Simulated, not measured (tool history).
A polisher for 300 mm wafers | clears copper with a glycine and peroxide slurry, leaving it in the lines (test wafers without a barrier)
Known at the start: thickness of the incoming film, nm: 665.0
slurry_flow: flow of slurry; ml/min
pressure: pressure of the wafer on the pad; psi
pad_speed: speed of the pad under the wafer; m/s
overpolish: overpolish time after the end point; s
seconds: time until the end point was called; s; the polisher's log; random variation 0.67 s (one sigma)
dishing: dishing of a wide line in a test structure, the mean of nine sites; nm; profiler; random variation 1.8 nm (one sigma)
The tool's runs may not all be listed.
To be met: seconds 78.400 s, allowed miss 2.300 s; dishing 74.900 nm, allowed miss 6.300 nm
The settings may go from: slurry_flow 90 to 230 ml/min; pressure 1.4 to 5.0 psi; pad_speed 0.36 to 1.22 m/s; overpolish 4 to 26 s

run	hour	slurry_flow	pressure	pad_speed	overpolish	seconds	dishing
1	0.0	150	3.2	0.78	13	128.130	44.881
2	5.8	160	3.7	0.78	13	114.980	52.793
3	9.3	160	3.2	0.78	13	128.450	46.261
4	11.8	160	3.2	0.78	16	128.130	53.592
5	13.4	160	3.2	0.94	16	109.010	60.525
6	19.6	165	3.6	0.94	15	99.249	61.225
7	26.1	165	3.9	0.94	15	93.012	67.671
8	29.2	170	4.1	0.94	15	88.043	66.198
9	34.1	175	4.2	0.94	15	85.324	68.678
10	37.2	180	4.3	0.94	15	84.104	72.119

5 next moves are on the table. One of them brings every result within its allowed miss. Which?
A	40.3	195	4.5	0.92	15	?	?
B	40.3	180	4.8	0.92	15	?	?
C	40.3	105	4.2	0.92	18	?	?
D	40.3	165	5.0	0.94	12	?	?
E	40.3	160	4.0	0.92	20	?	?

move	seconds	dishing
A	83.071	75.077
B	79.158	77.970
C	94.616	77.681
D	75.619	68.483
E	93.990	83.736
A: nearer than the last run, and not there yet
B: meets every target
C: further off than the last run
D: takes the result that was furthest off past its target
E: further off than the last run
Move B is the one to make.

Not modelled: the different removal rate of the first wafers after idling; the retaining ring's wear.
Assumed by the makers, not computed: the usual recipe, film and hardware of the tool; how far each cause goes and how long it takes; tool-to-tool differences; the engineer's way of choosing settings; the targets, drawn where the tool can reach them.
